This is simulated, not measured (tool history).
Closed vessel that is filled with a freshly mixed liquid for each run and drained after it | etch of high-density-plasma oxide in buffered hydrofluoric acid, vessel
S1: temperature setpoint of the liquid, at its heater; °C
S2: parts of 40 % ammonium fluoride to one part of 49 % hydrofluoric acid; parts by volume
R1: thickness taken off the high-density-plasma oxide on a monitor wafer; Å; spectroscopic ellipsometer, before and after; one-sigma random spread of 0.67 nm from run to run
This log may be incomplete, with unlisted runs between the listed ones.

Run 1, hour 0: S1 24 °C, S2 14 parts by volume, time in the liquid (s) 85. Result: R1 1153.6 Å.
Run 2, hour 6.4: S1 26 °C, S2 14 parts by volume, time in the liquid (s) 85. Result: R1 1291.4 Å.
Run 3, hour 10.2: S1 26.5 °C, S2 13.5 parts by volume, time in the liquid (s) 85. Result: R1 1369 Å.
Run 4, hour 18.7: S1 27 °C, S2 13 parts by volume, time in the liquid (s) 85. Result: R1 1466.8 Å.
Run 5, hour 21.8: S1 27.5 °C, S2 13 parts by volume, time in the liquid (s) 85. Result: R1 1496.9 Å.
Run 6, hour 27.6: S1 28 °C, S2 13 parts by volume, time in the liquid (s) 85. Result: R1 1542 Å.
Run 7, hour 28.1: S1 28.5 °C, S2 13 parts by volume, time in the liquid (s) 85. Result: R1 1585.7 Å.

Expected results for the next run?
At hour 30: thermometer replaced.
Run 8, hour 30: S1 29 °C, S2 13 parts by volume, time in the liquid (s) 85. Result: R1 ?.

Logged for run 8: R1 1860.5 Å.
